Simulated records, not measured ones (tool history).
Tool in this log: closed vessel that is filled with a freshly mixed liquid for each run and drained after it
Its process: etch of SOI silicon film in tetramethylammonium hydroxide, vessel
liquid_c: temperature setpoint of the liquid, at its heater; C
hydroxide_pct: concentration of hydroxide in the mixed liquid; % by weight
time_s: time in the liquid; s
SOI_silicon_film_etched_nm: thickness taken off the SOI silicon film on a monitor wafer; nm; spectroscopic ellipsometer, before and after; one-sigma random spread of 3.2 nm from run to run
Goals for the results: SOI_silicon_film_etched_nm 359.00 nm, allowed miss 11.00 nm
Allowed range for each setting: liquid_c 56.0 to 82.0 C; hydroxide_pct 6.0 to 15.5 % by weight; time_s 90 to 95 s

run	hour	liquid_c	hydroxide_pct	time_s	SOI_silicon_film_etched_nm
1	0.0	69.0	10.5	90	579.80
2	5.3	69.0	10.5	90	574.53
3	14.2	67.0	10.5	90	503.15
4	19.7	67.0	10.5	95	544.47
5	21.0	65.5	10.5	95	487.32
6	28.2	65.5	10.5	90	467.67
7	37.3	64.5	10.5	90	438.14
8	44.6	63.5	10.5	90	409.88
9	52.8	63.0	10.5	90	399.52

Exactly one of the 4 candidate moves below puts every result within its allowed miss. Which one?
A	61.0	63.0	11.5	90	?
B	61.0	60.0	11.0	90	?
C	61.0	59.0	8.5	95	?
D	61.0	63.0	12.0	90	?

move	SOI_silicon_film_etched_nm
A	383.96
B	324.36
C	353.01
D	377.57
A: gains on the last run, yet a result remains outside its allowed miss
B: carries the result that was furthest off beyond its target, to the other side
C: in spec on every target
D: gains on the last run, yet a result remains outside its allowed miss
C meets every target.
